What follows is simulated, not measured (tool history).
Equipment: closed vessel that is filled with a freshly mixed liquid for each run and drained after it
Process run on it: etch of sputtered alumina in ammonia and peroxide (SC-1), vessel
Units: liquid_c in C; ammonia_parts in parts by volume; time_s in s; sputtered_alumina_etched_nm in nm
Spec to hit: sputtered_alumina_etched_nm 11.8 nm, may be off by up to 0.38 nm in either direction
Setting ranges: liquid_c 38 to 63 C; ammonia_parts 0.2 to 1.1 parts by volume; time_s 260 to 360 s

run 1 hour=0 | liquid_c=47 ammonia_parts=0.6 time_s=360 | sputtered_alumina_etched_nm=19.405
run 2 hour=9.4 | liquid_c=47 ammonia_parts=0.6 time_s=260 | sputtered_alumina_etched_nm=14.251
run 3 hour=12.2 | liquid_c=47 ammonia_parts=0.6 time_s=360 | sputtered_alumina_etched_nm=19.561
run 4 hour=19.4 | liquid_c=47 ammonia_parts=0.75 time_s=360 | sputtered_alumina_etched_nm=19.957
run 5 hour=22.6 | liquid_c=44.5 ammonia_parts=0.75 time_s=360 | sputtered_alumina_etched_nm=17.362
run 6 hour=25.3 | liquid_c=43 ammonia_parts=0.75 time_s=360 | sputtered_alumina_etched_nm=16.211
run 7 hour=31.1 | liquid_c=42 ammonia_parts=0.7 time_s=355 | sputtered_alumina_etched_nm=15.147
run 8 hour=38 | liquid_c=41 ammonia_parts=0.65 time_s=350 | sputtered_alumina_etched_nm=13.528
run 9 hour=44.9 | liquid_c=40.5 ammonia_parts=0.65 time_s=350 | sputtered_alumina_etched_nm=13.352
run 10 hour=51.8 | liquid_c=40 ammonia_parts=0.65 time_s=350 | sputtered_alumina_etched_nm=12.922
run 11 hour=58 | liquid_c=39.5 ammonia_parts=0.65 time_s=350 | sputtered_alumina_etched_nm=12.698

4 next moves are on the table. One of them brings every result within its allowed miss. Which?
run A hour=64.2 | liquid_c=41 ammonia_parts=0.7 time_s=350 | sputtered_alumina_etched_nm=?
run B hour=64.2 | liquid_c=38.5 ammonia_parts=0.65 time_s=350 | sputtered_alumina_etched_nm=?
run C hour=64.2 | liquid_c=39 ammonia_parts=0.75 time_s=315 | sputtered_alumina_etched_nm=?
run D hour=64.2 | liquid_c=38.5 ammonia_parts=0.7 time_s=320 | sputtered_alumina_etched_nm=?

move=A sputtered_alumina_etched_nm=14.086
move=B sputtered_alumina_etched_nm=12.065
move=C sputtered_alumina_etched_nm=11.341
move=D sputtered_alumina_etched_nm=11.11
A: moves away from the targets compared with the last run
B: every result within its allowed miss
C: takes the result that was furthest off past its target
D: takes the result that was furthest off past its target
So the answer is move B, the one that meets all the targets.
